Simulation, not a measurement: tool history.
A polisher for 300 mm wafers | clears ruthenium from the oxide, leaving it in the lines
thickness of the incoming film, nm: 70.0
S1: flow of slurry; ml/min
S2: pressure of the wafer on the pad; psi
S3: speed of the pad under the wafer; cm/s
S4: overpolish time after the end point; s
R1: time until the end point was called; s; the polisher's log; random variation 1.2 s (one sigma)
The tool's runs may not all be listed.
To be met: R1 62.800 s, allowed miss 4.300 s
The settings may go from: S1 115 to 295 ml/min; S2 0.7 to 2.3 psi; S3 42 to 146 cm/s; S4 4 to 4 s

{"run": 1, "hour": 0.0, "S1": 190, "S2": 1.5, "S3": 94, "S4": 4, "R1": 89.759}
{"run": 2, "hour": 4.7, "S1": 190, "S2": 1.5, "S3": 94, "S4": 4, "R1": 85.982}
{"run": 3, "hour": 11.7, "S1": 190, "S2": 1.6, "S3": 94, "S4": 4, "R1": 84.129}
{"run": 4, "hour": 19.7, "S1": 225, "S2": 1.6, "S3": 94, "S4": 4, "R1": 80.454}
{"run": 5, "hour": 23.5, "S1": 225, "S2": 1.7, "S3": 94, "S4": 4, "R1": 80.501}
{"run": 6, "hour": 27.6, "S1": 225, "S2": 1.7, "S3": 94, "S4": 4, "R1": 77.333}
{"run": 7, "hour": 30.7, "S1": 225, "S2": 1.8, "S3": 94, "S4": 4, "R1": 74.237}
{"run": 8, "hour": 32.5, "S1": 225, "S2": 1.9, "S3": 96, "S4": 4, "R1": 71.445}
{"run": 9, "hour": 33.6, "S1": 225, "S2": 2.0, "S3": 98, "S4": 4, "R1": 69.08}

Which of these 4 next moves meets every target?
{"run": "A", "hour": 34.7, "S1": 245, "S2": 2.2, "S3": 98, "S4": 4, "R1": "?"}
{"run": "B", "hour": 34.7, "S1": 245, "S2": 1.9, "S3": 90, "S4": 4, "R1": "?"}
{"run": "C", "hour": 34.7, "S1": 225, "S2": 1.9, "S3": 84, "S4": 4, "R1": "?"}
{"run": "D", "hour": 34.7, "S1": 205, "S2": 1.7, "S3": 86, "S4": 4, "R1": "?"}

move=A R1=62.235
move=B R1=74.364
move=C R1=79.572
move=D R1=85.270
A: meets every target
B: further off than the last run
C: further off than the last run
D: further off than the last run
Move A is the one to make.

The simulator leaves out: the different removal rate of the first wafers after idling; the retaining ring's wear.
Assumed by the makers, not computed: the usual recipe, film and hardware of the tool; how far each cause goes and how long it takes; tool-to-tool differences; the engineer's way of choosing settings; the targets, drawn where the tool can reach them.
